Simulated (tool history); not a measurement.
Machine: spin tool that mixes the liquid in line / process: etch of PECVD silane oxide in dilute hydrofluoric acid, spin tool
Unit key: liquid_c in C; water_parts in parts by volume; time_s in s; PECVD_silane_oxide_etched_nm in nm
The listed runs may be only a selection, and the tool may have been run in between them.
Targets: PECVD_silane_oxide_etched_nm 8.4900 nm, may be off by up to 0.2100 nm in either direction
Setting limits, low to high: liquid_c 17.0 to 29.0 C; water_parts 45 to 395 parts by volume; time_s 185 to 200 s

{"run": 1, "hour": 0.0, "liquid_c": 21.0, "water_parts": 220, "time_s": 185, "PECVD_silane_oxide_etched_nm": 14.154}
{"run": 2, "hour": 8.3, "liquid_c": 21.0, "water_parts": 220, "time_s": 185, "PECVD_silane_oxide_etched_nm": 14.253}
{"run": 3, "hour": 16.8, "liquid_c": 18.0, "water_parts": 220, "time_s": 185, "PECVD_silane_oxide_etched_nm": 12.682}
{"run": 4, "hour": 20.6, "liquid_c": 19.0, "water_parts": 220, "time_s": 185, "PECVD_silane_oxide_etched_nm": 13.164}
{"run": 5, "hour": 26.9, "liquid_c": 18.5, "water_parts": 235, "time_s": 185, "PECVD_silane_oxide_etched_nm": 11.907}
{"run": 6, "hour": 31.9, "liquid_c": 18.0, "water_parts": 245, "time_s": 185, "PECVD_silane_oxide_etched_nm": 11.129}
{"run": 7, "hour": 37.2, "liquid_c": 18.0, "water_parts": 255, "time_s": 185, "PECVD_silane_oxide_etched_nm": 10.578}
{"run": 8, "hour": 44.1, "liquid_c": 18.0, "water_parts": 265, "time_s": 185, "PECVD_silane_oxide_etched_nm": 10.083}
{"run": 9, "hour": 51.3, "liquid_c": 18.0, "water_parts": 270, "time_s": 185, "PECVD_silane_oxide_etched_nm": 9.8416}
{"run": 10, "hour": 54.7, "liquid_c": 18.0, "water_parts": 275, "time_s": 185, "PECVD_silane_oxide_etched_nm": 9.6062}

Below are 4 possible settings for the next run. Only one of them brings all results inside the allowed miss of their targets. Which is it?
{"run": "A", "hour": 58.1, "liquid_c": 18.5, "water_parts": 270, "time_s": 185, "PECVD_silane_oxide_etched_nm": "?"}
{"run": "B", "hour": 58.1, "liquid_c": 22.0, "water_parts": 340, "time_s": 185, "PECVD_silane_oxide_etched_nm": "?"}
{"run": "C", "hour": 58.1, "liquid_c": 18.0, "water_parts": 315, "time_s": 185, "PECVD_silane_oxide_etched_nm": "?"}
{"run": "D", "hour": 58.1, "liquid_c": 18.5, "water_parts": 320, "time_s": 185, "PECVD_silane_oxide_etched_nm": "?"}

move=A PECVD_silane_oxide_etched_nm=10.0390
move=B PECVD_silane_oxide_etched_nm=8.5034
move=C PECVD_silane_oxide_etched_nm=8.1233
move=D PECVD_silane_oxide_etched_nm=8.1111
A: lands further from the targets than the last run did
B: each result inside its tolerance
C: moves the result that the last run missed by most past its target, out the other side
D: moves the result that the last run missed by most past its target, out the other side
Correct choice: B, which meets every target

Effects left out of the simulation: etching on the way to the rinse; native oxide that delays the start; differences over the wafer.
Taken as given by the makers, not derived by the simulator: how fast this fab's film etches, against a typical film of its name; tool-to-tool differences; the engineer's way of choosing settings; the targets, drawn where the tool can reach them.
